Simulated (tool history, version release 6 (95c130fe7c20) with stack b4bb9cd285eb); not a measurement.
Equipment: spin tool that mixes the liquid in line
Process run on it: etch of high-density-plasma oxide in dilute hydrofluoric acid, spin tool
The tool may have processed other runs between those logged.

run  hour  temperature setpoint of the liquid (C)  parts of water to one part of 49 % hydrofluoric acid (parts by volume)  time under the liquid (s)  thickness taken off the high-density-plasma oxide on a monitor wafer (angstrom)
  1   0.0                                    23.0                                                                     105                        270                                                                           139.53
  2   4.3                                    23.0                                                                      85                        270                                                                           172.71
  3   8.8                                    25.0                                                                      75                        270                                                                           214.67
  4  17.8                                    26.5                                                                      70                        270                                                                           248.47
  5  21.5                                    27.5                                                                      70                        270                                                                           260.99
  6  26.4                                    28.5                                                                      70                        270                                                                           267.14

Run 7, settings as shown, results not yet in. Your forecast:
  7  28.9                                    29.0                                                                      65                        270                                                                                ?

thickness taken off the high-density-plasma oxide on a monitor wafer (angstrom): 295.25

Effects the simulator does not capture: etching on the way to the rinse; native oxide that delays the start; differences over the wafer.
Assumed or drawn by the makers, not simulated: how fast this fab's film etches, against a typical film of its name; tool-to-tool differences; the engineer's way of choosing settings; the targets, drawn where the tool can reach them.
